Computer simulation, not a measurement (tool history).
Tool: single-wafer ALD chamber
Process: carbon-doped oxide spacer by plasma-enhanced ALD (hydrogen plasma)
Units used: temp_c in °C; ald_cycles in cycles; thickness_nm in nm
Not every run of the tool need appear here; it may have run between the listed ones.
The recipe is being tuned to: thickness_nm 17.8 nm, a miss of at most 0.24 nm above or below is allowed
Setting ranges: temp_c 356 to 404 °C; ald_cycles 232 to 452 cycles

| run | day | temp_c | ald_cycles | thickness_nm |
|---|---|---|---|---|
| 1 | 0 | 380 | 342 | 16.676 |
| 2 | 0.292 | 380 | 318 | 15.582 |
| 3 | 0.583 | 372 | 318 | 15.505 |
| 4 | 0.896 | 377 | 318 | 15.599 |
| 5 | 1.246 | 368 | 318 | 15.583 |
| 6 | 1.354 | 368 | 334 | 16.478 |
| 7 | 1.438 | 368 | 334 | 16.332 |
| 8 | 1.7 | 368 | 344 | 16.703 |
| 9 | 1.867 | 368 | 352 | 17.139 |
| 10 | 1.996 | 368 | 357 | 17.466 |

Which single option among these 5 for the next run brings every result within its allowed miss of target? Just one does.
| A | 2.125 | 365 | 355 | ? |
| B | 2.125 | 364 | 363 | ? |
| C | 2.125 | 369 | 348 | ? |
| D | 2.125 | 367 | 352 | ? |
| E | 2.125 | 371 | 355 | ? |

| move | thickness_nm |
|---|---|
| A | 17.396 |
| B | 17.788 |
| C | 17.053 |
| D | 17.249 |
| E | 17.396 |
A: further off than the last run
B: all results in spec
C: further off than the last run
D: further off than the last run
E: further off than the last run
Move B is the one to make.

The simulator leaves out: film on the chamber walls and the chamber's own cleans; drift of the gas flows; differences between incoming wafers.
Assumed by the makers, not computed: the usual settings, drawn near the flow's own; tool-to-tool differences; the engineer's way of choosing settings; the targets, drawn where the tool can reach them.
